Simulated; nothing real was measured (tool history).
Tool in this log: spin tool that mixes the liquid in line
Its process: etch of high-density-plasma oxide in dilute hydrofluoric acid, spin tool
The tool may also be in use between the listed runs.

run	hour	temperature setpoint of the liquid (K)	parts of water to one part of 49 % hydrofluoric acid (parts by volume)	time under the liquid (s)	thickness taken off the high-density-plasma oxide on a monitor wafer (Å)
1	0.0	297.15	150	100	39.200
2	7.2	297.15	110	100	56.678
3	10.2	297.15	75	100	87.159
4	16.1	296.15	95	100	64.488
5	17.8	296.15	95	100	65.209
6	22.4	297.65	95	100	67.913
7	28.7	296.65	110	100	55.233
8	34.7	295.65	120	100	48.603
9	37.3	294.65	130	100	42.570
10	46.1	294.15	140	100	38.213
11	53.2	293.65	150	100	35.004
12	56.4	293.15	160	100	31.394
13	62.5	292.65	165	100	30.071
14	67.5	292.15	170	100	28.237
15	71.7	291.65	175	100	26.996

For run 16, what comes out?
16	75.0	291.65	180	100	?

For run 16 the tool returned thickness taken off the high-density-plasma oxide on a monitor wafer (Å) 25.875.

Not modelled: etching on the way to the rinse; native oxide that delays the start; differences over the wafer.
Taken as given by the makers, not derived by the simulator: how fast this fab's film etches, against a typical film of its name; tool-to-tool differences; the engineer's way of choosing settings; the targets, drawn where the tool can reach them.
